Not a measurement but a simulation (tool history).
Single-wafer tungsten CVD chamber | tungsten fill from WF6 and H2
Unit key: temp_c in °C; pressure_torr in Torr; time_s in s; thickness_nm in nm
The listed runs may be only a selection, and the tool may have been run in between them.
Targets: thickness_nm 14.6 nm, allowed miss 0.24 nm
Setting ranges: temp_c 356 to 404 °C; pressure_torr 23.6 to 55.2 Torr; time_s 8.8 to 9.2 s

{"run": 1, "hour": 0.0, "temp_c": 380, "pressure_torr": 39.4, "time_s": 9.2, "thickness_nm": 21.023}
{"run": 2, "hour": 4.9, "temp_c": 380, "pressure_torr": 39.4, "time_s": 8.8, "thickness_nm": 20.228}
{"run": 3, "hour": 8.8, "temp_c": 380, "pressure_torr": 43.4, "time_s": 8.8, "thickness_nm": 21.606}
{"run": 4, "hour": 10.0, "temp_c": 380, "pressure_torr": 43.4, "time_s": 8.8, "thickness_nm": 21.417}
{"run": 5, "hour": 15.2, "temp_c": 380, "pressure_torr": 46.1, "time_s": 8.8, "thickness_nm": 22.386}
{"run": 6, "hour": 19.0, "temp_c": 373, "pressure_torr": 46, "time_s": 8.8, "thickness_nm": 18.837}
{"run": 7, "hour": 22.6, "temp_c": 369, "pressure_torr": 45.9, "time_s": 8.8, "thickness_nm": 16.933}
{"run": 8, "hour": 30.5, "temp_c": 367, "pressure_torr": 45.9, "time_s": 8.8, "thickness_nm": 16.321}
{"run": 9, "hour": 37.0, "temp_c": 367, "pressure_torr": 45.9, "time_s": 8.8, "thickness_nm": 16.281}
{"run": 10, "hour": 44.2, "temp_c": 366, "pressure_torr": 45.9, "time_s": 8.8, "thickness_nm": 15.887}
{"run": 11, "hour": 47.8, "temp_c": 365, "pressure_torr": 45.9, "time_s": 8.8, "thickness_nm": 15.461}
{"run": 12, "hour": 52.1, "temp_c": 364, "pressure_torr": 45.9, "time_s": 8.8, "thickness_nm": 15.156}

Exactly one of the 4 candidate moves below puts every result within its allowed miss. Which one?
{"run": "A", "hour": 56.4, "temp_c": 364, "pressure_torr": 47.2, "time_s": 8.8, "thickness_nm": "?"}
{"run": "B", "hour": 56.4, "temp_c": 371, "pressure_torr": 38.1, "time_s": 8.8, "thickness_nm": "?"}
{"run": "C", "hour": 56.4, "temp_c": 363, "pressure_torr": 45.2, "time_s": 8.8, "thickness_nm": "?"}
{"run": "D", "hour": 56.4, "temp_c": 361, "pressure_torr": 52, "time_s": 8.8, "thickness_nm": "?"}

move=A thickness_nm=15.451
move=B thickness_nm=15.909
move=C thickness_nm=14.659
move=D thickness_nm=15.197
A: moves away from the targets compared with the last run
B: moves away from the targets compared with the last run
C: meets every target
D: moves away from the targets compared with the last run
Answer: C
